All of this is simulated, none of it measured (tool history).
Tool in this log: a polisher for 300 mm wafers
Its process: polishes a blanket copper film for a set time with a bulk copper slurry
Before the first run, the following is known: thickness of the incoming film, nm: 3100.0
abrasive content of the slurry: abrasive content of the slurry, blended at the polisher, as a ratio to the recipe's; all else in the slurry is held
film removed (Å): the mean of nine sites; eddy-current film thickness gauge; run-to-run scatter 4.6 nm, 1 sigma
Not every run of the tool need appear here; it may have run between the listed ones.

| run | hour | flow of slurry (ml/min) | pressure of the wafer on the pad (psi) | speed of the pad under the wafer (m/s) | abrasive content of the slurry | polishing time (s) | film removed (Å) |
|---|---|---|---|---|---|---|---|
| 1 | 0 | 145 | 2.4 | 1.28 | 1 | 49 | 4214.4 |
| 2 | 8.5 | 150 | 2.5 | 1.28 | 1 | 49 | 4393.1 |
| 3 | 13.5 | 150 | 2.5 | 1.28 | 1 | 49 | 4429.3 |
| 4 | 14.8 | 150 | 2.5 | 1.04 | 1 | 49 | 3583.3 |
| 5 | 20.4 | 150 | 2.9 | 1.04 | 1 | 49 | 3969 |
| 6 | 22.2 | 150 | 2.9 | 1.04 | 1.1 | 49 | 4120.6 |
| 7 | 26.1 | 155 | 3.1 | 1.04 | 1.1 | 49 | 4213 |
| 8 | 28.7 | 155 | 3.2 | 1.08 | 1.1 | 49 | 4621.6 |

Run 9, settings as shown, results not yet in. Your forecast:
| 9 | 33 | 155 | 3.3 | 1.08 | 1.1 | 49 | ? |

film removed (Å): 4680
